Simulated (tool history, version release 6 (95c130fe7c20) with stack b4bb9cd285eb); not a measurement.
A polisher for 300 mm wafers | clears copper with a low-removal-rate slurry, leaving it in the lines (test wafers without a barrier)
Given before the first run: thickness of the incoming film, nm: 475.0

run	hour	flow of slurry (ml/min)	pressure of the wafer on the pad (psi)	speed of the pad under the wafer (cm/s)	abrasive content of the slurry	overpolish time after the end point (s)	time until the end point was called (s)	dishing of a wide line in a test structure (Å)
1	0	250	2.1	132	1	28	125.24	266.52
2	2.9	250	1.9	132	1	28	133.04	263.47
3	3.9	250	2	134	1	28	129.41	253.38
4	9.9	250	2	134	1.2	28	125.44	270.44
5	13.1	250	2	134	1.2	16	125.49	217.48
6	17.7	250	2.1	134	1.2	17	121.23	231.19
7	22.6	250	2.2	134	1.2	18	111.83	232.96
8	26.5	250	2.2	134	1.2	19	119.6	238.3
9	31.7	250	2.3	136	1.2	20	114	253.85
10	32.5	250	2.4	138	1.2	20	107.42	262.13
11	40	250	2.4	138	1.2	20	107	262.36

What does the tool deliver on the next run?
12	47.3	250	2.6	142	1.2	20	?	?

time until the end point was called (s): 101.21
dishing of a wide line in a test structure (Å): 268.04
